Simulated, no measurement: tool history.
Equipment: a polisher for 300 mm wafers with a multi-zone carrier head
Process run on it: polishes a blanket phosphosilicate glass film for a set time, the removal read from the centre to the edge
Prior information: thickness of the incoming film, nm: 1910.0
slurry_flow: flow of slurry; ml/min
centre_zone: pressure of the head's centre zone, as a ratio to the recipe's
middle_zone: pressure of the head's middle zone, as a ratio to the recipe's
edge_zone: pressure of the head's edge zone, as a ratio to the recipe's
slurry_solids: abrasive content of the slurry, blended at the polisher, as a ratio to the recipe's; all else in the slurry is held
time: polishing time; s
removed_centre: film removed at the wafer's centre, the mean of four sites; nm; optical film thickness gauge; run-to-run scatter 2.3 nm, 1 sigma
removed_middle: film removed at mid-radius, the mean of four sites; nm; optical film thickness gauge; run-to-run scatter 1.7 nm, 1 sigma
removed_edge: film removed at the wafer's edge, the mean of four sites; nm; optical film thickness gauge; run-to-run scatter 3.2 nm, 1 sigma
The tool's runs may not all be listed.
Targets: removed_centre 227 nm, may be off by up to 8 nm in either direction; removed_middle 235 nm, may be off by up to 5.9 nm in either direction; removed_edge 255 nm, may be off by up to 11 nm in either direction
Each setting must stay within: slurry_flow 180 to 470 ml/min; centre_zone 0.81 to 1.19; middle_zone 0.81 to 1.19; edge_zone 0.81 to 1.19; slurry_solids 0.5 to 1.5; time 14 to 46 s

| run | hour | slurry_flow | centre_zone | middle_zone | edge_zone | slurry_solids | time | removed_centre | removed_middle | removed_edge |
|---|---|---|---|---|---|---|---|---|---|---|
| 1 | 0 | 300 | 1 | 1 | 1 | 1 | 30 | 395.92 | 388.08 | 385.92 |
| 2 | 7.7 | 300 | 1 | 1.04 | 1 | 1 | 30 | 395 | 400.12 | 380.94 |
| 3 | 10 | 300 | 1 | 1.04 | 1 | 1 | 33 | 436.69 | 444.05 | 422 |
| 4 | 13 | 365 | 1 | 1.04 | 1 | 1 | 33 | 446.17 | 453.87 | 427.1 |
| 5 | 18.5 | 365 | 1 | 1.04 | 0.93 | 1 | 33 | 439.97 | 452.41 | 424.37 |
| 6 | 19.9 | 365 | 1 | 1.04 | 0.93 | 1.1 | 33 | 461.73 | 470.18 | 438.94 |
| 7 | 25.3 | 360 | 0.99 | 1.02 | 0.93 | 1 | 32 | 426.47 | 430.14 | 407.09 |
| 8 | 29.4 | 350 | 0.96 | 1 | 0.94 | 0.95 | 31 | 390.43 | 399.87 | 384.76 |
| 9 | 37.4 | 340 | 0.94 | 0.98 | 0.94 | 0.9 | 30 | 359.81 | 367.68 | 370.97 |
| 10 | 38.7 | 335 | 0.93 | 0.97 | 0.93 | 0.85 | 29 | 339.79 | 348.04 | 338.16 |
| 11 | 42.8 | 330 | 0.91 | 0.95 | 0.94 | 0.8 | 28 | 307.04 | 322.81 | 323.7 |
| 12 | 51 | 325 | 0.9 | 0.93 | 0.93 | 0.75 | 28 | 293.5 | 307.83 | 312.95 |
| 13 | 56.2 | 320 | 0.89 | 0.91 | 0.92 | 0.7 | 28 | 284.61 | 290.1 | 301.66 |
| 14 | 63.6 | 315 | 0.88 | 0.9 | 0.91 | 0.65 | 28 | 271.96 | 277.32 | 287.07 |
| 15 | 72.2 | 305 | 0.87 | 0.89 | 0.91 | 0.65 | 28 | 265.22 | 274.79 | 289.5 |
| 16 | 73.2 | 295 | 0.86 | 0.88 | 0.9 | 0.65 | 28 | 262.89 | 270.34 | 286.28 |
| 17 | 74.9 | 285 | 0.85 | 0.87 | 0.89 | 0.65 | 28 | 255.27 | 262.85 | 286.26 |
| 18 | 76.7 | 280 | 0.85 | 0.87 | 0.88 | 0.65 | 28 | 259.77 | 266.63 | 283.06 |
| 19 | 81.1 | 275 | 0.84 | 0.86 | 0.88 | 0.65 | 28 | 252.08 | 266.72 | 281.73 |
| 20 | 87 | 270 | 0.84 | 0.85 | 0.88 | 0.65 | 28 | 253.2 | 260.79 | 282.42 |
| 21 | 90.3 | 265 | 0.84 | 0.85 | 0.87 | 0.65 | 28 | 254.82 | 259.54 | 282.09 |

Consider the 5 candidate settings below. Which is the only one whose results all fall within their allowed miss of target?
| A | 93.6 | 345 | 0.99 | 0.88 | 0.81 | 0.55 | 26 | ? | ? | ? |
| B | 93.6 | 315 | 0.83 | 0.85 | 0.9 | 0.65 | 25 | ? | ? | ? |
| C | 93.6 | 300 | 1.18 | 0.92 | 0.81 | 0.6 | 25 | ? | ? | ? |
| D | 93.6 | 230 | 1.11 | 1.08 | 0.81 | 0.5 | 28 | ? | ? | ? |
| E | 93.6 | 310 | 1.04 | 0.97 | 0.81 | 0.55 | 28 | ? | ? | ? |

| move | removed_centre | removed_middle | removed_edge |
|---|---|---|---|
| A | 265.45 | 235.59 | 242.96 |
| B | 228.77 | 236.12 | 262.85 |
| C | 312.94 | 241.49 | 240.82 |
| D | 293.38 | 276.33 | 241.77 |
| E | 297.5 | 272.52 | 259.45 |
A: meets the target for the result that was furthest off, but another lies outside its allowed miss
B: every result lands within tolerance
C: misses by more than the last run did
D: misses by more than the last run did
E: misses by more than the last run did
B is the move that brings every result within its allowed miss.
